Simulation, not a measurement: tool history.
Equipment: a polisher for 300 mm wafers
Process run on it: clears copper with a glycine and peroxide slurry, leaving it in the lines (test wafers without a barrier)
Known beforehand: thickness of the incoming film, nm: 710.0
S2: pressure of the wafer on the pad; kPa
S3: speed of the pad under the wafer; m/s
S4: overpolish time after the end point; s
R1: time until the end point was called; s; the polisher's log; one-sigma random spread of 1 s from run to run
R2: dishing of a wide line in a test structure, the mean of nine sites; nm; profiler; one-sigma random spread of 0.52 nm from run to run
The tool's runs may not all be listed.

{"run": 1, "hour": 0.0, "flow of slurry (ml/min)": 165, "S2": 21.4, "S3": 1.22, "S4": 15, "R1": 81.172, "R2": 73.719}
{"run": 2, "hour": 6.2, "flow of slurry (ml/min)": 160, "S2": 19.3, "S3": 1.4, "S4": 11, "R1": 77.614, "R2": 61.716}
{"run": 3, "hour": 10.6, "flow of slurry (ml/min)": 145, "S2": 17.2, "S3": 1.56, "S4": 9, "R1": 74.02, "R2": 53.28}
{"run": 4, "hour": 18.8, "flow of slurry (ml/min)": 145, "S2": 20.7, "S3": 1.56, "S4": 9, "R1": 67.602, "R2": 57.509}
{"run": 5, "hour": 26.5, "flow of slurry (ml/min)": 145, "S2": 24.1, "S3": 1.56, "S4": 9, "R1": 63.089, "R2": 61.483}
{"run": 6, "hour": 32.7, "flow of slurry (ml/min)": 145, "S2": 24.1, "S3": 1.3, "S4": 9, "R1": 74.533, "R2": 54.926}
{"run": 7, "hour": 35.7, "flow of slurry (ml/min)": 150, "S2": 19.3, "S3": 1.62, "S4": 4, "R1": 67.748, "R2": 29.213}
{"run": 8, "hour": 41.9, "flow of slurry (ml/min)": 135, "S2": 20.0, "S3": 1.6, "S4": 4, "R1": 69.842, "R2": 29.06}
{"run": 9, "hour": 47.1, "flow of slurry (ml/min)": 135, "S2": 20.7, "S3": 1.58, "S4": 5, "R1": 68.7, "R2": 35.877}
{"run": 10, "hour": 50.8, "flow of slurry (ml/min)": 135, "S2": 22.1, "S3": 1.46, "S4": 7, "R1": 69.976, "R2": 45.908}
{"run": 11, "hour": 57.8, "flow of slurry (ml/min)": 145, "S2": 22.1, "S3": 1.46, "S4": 7, "R1": 70.571, "R2": 46.506}
{"run": 12, "hour": 63.0, "flow of slurry (ml/min)": 145, "S2": 21.4, "S3": 1.48, "S4": 7, "R1": 70.833, "R2": 47.178}
{"run": 13, "hour": 71.4, "flow of slurry (ml/min)": 145, "S2": 20.7, "S3": 1.52, "S4": 7, "R1": 70.585, "R2": 47.41}
{"run": 14, "hour": 76.0, "flow of slurry (ml/min)": 145, "S2": 20.0, "S3": 1.54, "S4": 7, "R1": 70.078, "R2": 45.691}
{"run": 15, "hour": 85.0, "flow of slurry (ml/min)": 150, "S2": 19.3, "S3": 1.54, "S4": 7, "R1": 71.84, "R2": 44.94}

Run 16 is up next; what results do you expect?
{"run": 16, "hour": 93.2, "flow of slurry (ml/min)": 145, "S2": 19.3, "S3": 1.54, "S4": 7, "R1": "?", "R2": "?"}

{"run 16": {"R1": 73.174, "R2": 45.257}}

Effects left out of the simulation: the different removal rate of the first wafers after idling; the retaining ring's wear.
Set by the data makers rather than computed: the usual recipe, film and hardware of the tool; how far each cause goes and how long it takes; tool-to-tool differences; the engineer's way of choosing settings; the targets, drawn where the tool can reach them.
